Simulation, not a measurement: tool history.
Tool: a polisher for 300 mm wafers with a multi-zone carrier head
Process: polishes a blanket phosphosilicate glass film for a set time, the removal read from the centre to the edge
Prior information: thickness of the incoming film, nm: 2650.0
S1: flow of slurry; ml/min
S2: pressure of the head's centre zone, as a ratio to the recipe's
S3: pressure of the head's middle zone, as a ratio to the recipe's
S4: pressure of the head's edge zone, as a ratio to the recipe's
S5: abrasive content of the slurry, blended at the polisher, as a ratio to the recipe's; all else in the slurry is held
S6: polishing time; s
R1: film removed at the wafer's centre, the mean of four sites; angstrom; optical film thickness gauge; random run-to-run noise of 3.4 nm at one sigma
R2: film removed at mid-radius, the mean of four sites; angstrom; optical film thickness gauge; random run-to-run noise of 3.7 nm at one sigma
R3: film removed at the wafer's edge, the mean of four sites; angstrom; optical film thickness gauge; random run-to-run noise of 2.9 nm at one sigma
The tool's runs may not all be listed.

run  hour   S1    S2    S3    S4    S5  S6      R1      R2      R3
  1   0.0  305  1.00  1.00  1.00  1.00  68  6439.7  6343.6  6241.8
  2   8.7  305  0.99  1.01  0.98  0.90  63  5532.9  5780.3  5507.2
  3  10.6  305  0.99  1.01  0.98  0.90  53  4734.7  4922.8  4572.2
  4  13.1  305  0.91  1.01  0.98  0.90  53  4343.3  4788.7  4692.9
  5  21.2  305  0.91  1.01  0.98  1.05  53  4708.0  5181.4  4853.5
  6  29.0  310  0.93  1.01  0.96  0.95  50  4379.4  4638.2  4464.8
  7  33.2  310  0.93  1.01  0.96  0.95  50  4333.4  4722.3  4373.9
  8  36.1  315  0.94  1.01  0.94  0.90  48  4151.7  4298.8  4120.3
  9  37.5  275  0.94  1.11  0.84  0.65  39  2844.0  3318.3  2740.5

Run 10 has not been measured yet. What should we expect?
 10  38.8  280  0.95  1.10  0.85  0.65  39   ?   ?   ?

{"run 10": {"R1": 2885.3, "R2": 3311.7, "R3": 2809.7}}
